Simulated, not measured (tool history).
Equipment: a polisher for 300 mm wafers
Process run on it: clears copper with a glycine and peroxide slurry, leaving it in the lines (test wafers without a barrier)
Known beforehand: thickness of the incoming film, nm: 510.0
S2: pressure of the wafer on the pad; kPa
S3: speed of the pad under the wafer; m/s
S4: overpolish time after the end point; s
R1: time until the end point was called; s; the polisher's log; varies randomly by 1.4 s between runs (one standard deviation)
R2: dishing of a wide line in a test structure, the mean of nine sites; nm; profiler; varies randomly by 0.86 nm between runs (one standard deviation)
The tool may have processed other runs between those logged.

run 1 day=0 | flow_of_slurry_(ml/min)=165 S2=22.1 S3=0.88 S4=28 | R1=110.51 R2=81.935
run 2 day=0.221 | flow_of_slurry_(ml/min)=195 S2=22.1 S3=0.88 S4=28 | R1=108.21 R2=81.052
run 3 day=0.421 | flow_of_slurry_(ml/min)=195 S2=22.1 S3=0.88 S4=21 | R1=108.15 R2=66.756
run 4 day=0.65 | flow_of_slurry_(ml/min)=195 S2=26.9 S3=0.88 S4=21 | R1=93.44 R2=74.629
run 5 day=0.975 | flow_of_slurry_(ml/min)=195 S2=26.9 S3=0.88 S4=29 | R1=94.267 R2=91.508
run 6 day=1.058 | flow_of_slurry_(ml/min)=195 S2=25.5 S3=0.88 S4=28 | R1=97.534 R2=86.194
run 7 day=1.283 | flow_of_slurry_(ml/min)=195 S2=24.1 S3=0.88 S4=28 | R1=101.67 R2=87.551
run 8 day=1.354 | flow_of_slurry_(ml/min)=195 S2=22.8 S3=0.88 S4=27 | R1=107.57 R2=81.229

What will run 9 give?
run 9 day=1.483 | flow_of_slurry_(ml/min)=195 S2=22.1 S3=0.88 S4=26 | R1=? R2=?

Run 9 yielded R1 109.46 s, R2 78.346 nm.
